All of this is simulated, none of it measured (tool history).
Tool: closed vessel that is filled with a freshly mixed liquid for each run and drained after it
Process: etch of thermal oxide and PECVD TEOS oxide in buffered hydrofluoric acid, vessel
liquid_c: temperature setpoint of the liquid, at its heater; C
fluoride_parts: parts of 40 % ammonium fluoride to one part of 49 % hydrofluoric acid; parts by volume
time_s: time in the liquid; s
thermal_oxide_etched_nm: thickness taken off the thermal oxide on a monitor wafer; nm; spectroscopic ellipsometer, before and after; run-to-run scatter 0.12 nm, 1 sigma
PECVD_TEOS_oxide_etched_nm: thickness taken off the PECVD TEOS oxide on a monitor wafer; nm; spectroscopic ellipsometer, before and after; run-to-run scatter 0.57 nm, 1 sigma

| run | hour | liquid_c | fluoride_parts | time_s | thermal_oxide_etched_nm | PECVD_TEOS_oxide_etched_nm |
|---|---|---|---|---|---|---|
| 1 | 0 | 24 | 17 | 75 | 52.001 | 118.51 |
| 2 | 7.8 | 26 | 17 | 75 | 58.17 | 131.54 |
| 3 | 15.2 | 26 | 13 | 75 | 75.906 | 171.63 |
| 4 | 21.2 | 23.5 | 13 | 75 | 65.655 | 149.9 |
| 5 | 28.9 | 23.5 | 15.5 | 75 | 55.956 | 124.53 |
| 6 | 34.1 | 23.5 | 10.5 | 75 | 81.879 | 185.85 |
| 7 | 41 | 22.5 | 11.5 | 75 | 70.742 | 158.55 |
| 8 | 44.5 | 21.5 | 12.5 | 75 | 61.537 | 138.22 |
| 9 | 48.6 | 21 | 13 | 75 | 57.434 | 131.4 |

What does the tool deliver on the next run?
| 10 | 54.8 | 20.5 | 13.5 | 75 | ? | ? |

{"run 10": {"thermal_oxide_etched_nm": 54.056, "PECVD_TEOS_oxide_etched_nm": 122.84}}
